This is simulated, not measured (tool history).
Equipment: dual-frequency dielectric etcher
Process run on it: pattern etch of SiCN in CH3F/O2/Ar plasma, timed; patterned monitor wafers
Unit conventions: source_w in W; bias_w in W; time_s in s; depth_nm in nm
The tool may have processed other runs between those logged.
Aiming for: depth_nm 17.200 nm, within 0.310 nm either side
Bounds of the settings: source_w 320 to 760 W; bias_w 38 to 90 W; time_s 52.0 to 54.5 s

run,hour,source_w,bias_w,time_s,depth_nm
1,0.0,540,64,52.0,20.545
2,5.4,510,63,52.0,19.805
3,9.1,490,63,52.0,19.494
4,14.8,400,63,52.0,18.125
5,18.3,400,63,54.5,18.931
6,19.8,390,62,54.5,18.595
7,21.5,380,62,54.5,18.194
8,28.5,370,62,54.5,18.014
9,29.1,360,62,54.5,17.984

Consider the 4 candidate settings below. Which is the only one whose results all fall within their allowed miss of target?
A,29.7,380,65,54.0,?
B,29.7,390,61,53.0,?
C,29.7,330,66,52.5,?
D,29.7,340,53,54.5,?

move,depth_nm
A,18.576
B,17.945
C,17.195
D,16.493
A: lands further from the targets than the last run did
B: neither nearer nor further off than the last run
C: all results in spec
D: takes the result that was furthest off past its target
Go with C: it meets all targets.
